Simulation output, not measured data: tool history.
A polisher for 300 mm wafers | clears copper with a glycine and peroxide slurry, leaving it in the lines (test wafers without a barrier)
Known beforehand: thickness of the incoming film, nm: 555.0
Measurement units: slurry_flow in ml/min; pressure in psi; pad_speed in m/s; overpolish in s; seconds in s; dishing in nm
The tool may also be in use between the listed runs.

run    day  slurry_flow  pressure  pad_speed  overpolish  seconds  dishing
  1      0          320       2.3        1.2          28   105.13   70.884
  2  0.079          320       2.1       1.16          24    121.3   61.896
  3  0.329          320         2       1.16          21   125.57    54.16
  4  0.646          320       1.6       1.16          21   148.49   48.228
  5  0.912          320       1.6       1.16          16   144.22    39.81
  6    1.2          320       1.6       1.44          16   125.33   43.827

Run 7 is up next; what results do you expect?
  7  1.267          320       1.5        1.4          17        ?        ?

seconds: 134.58 s
dishing: 43.674 nm

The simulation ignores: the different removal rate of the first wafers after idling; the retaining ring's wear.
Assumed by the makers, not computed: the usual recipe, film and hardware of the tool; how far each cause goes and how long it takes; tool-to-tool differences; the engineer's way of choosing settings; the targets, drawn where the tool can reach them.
